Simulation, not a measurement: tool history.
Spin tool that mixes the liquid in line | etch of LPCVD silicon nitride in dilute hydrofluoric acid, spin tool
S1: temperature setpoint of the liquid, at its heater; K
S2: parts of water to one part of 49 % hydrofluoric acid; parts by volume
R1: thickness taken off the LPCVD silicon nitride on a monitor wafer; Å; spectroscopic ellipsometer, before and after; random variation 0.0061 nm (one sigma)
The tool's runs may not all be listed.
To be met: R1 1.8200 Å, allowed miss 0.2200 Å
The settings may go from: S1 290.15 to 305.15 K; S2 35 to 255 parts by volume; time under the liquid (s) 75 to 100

run 1 hour=0.0 | S1=297.15 S2=145 time_under_the_liquid_(s)=100 | R1=3.5935
run 2 hour=1.5 | S1=297.15 S2=145 time_under_the_liquid_(s)=100 | R1=3.5252
run 3 hour=9.7 | S1=296.15 S2=155 time_under_the_liquid_(s)=95 | R1=3.1669
run 4 hour=16.6 | S1=293.15 S2=155 time_under_the_liquid_(s)=95 | R1=2.4845
run 5 hour=24.7 | S1=292.65 S2=160 time_under_the_liquid_(s)=95 | R1=2.3182
run 6 hour=27.3 | S1=292.65 S2=120 time_under_the_liquid_(s)=95 | R1=3.1556
run 7 hour=32.6 | S1=292.15 S2=130 time_under_the_liquid_(s)=90 | R1=2.5034
run 8 hour=33.7 | S1=291.65 S2=135 time_under_the_liquid_(s)=90 | R1=2.3639
run 9 hour=38.8 | S1=291.65 S2=140 time_under_the_liquid_(s)=90 | R1=2.4188
run 10 hour=45.0 | S1=291.65 S2=145 time_under_the_liquid_(s)=90 | R1=2.4143
run 11 hour=50.3 | S1=291.65 S2=150 time_under_the_liquid_(s)=85 | R1=2.1116

5 next moves are on the table. One of them brings every result within its allowed miss. Which?
run A hour=55.6 | S1=290.15 S2=190 time_under_the_liquid_(s)=75 | R1=?
run B hour=55.6 | S1=290.65 S2=150 time_under_the_liquid_(s)=100 | R1=?
run C hour=55.6 | S1=290.15 S2=180 time_under_the_liquid_(s)=100 | R1=?
run D hour=55.6 | S1=293.15 S2=155 time_under_the_liquid_(s)=100 | R1=?
run E hour=55.6 | S1=294.65 S2=120 time_under_the_liquid_(s)=75 | R1=?

move=A R1=1.3368
move=B R1=2.3151
move=C R1=1.8774
move=D R1=2.6547
move=E R1=2.8258
A: takes the result that was furthest off past its target
B: further off than the last run
C: meets every target
D: further off than the last run
E: further off than the last run
Answer: C
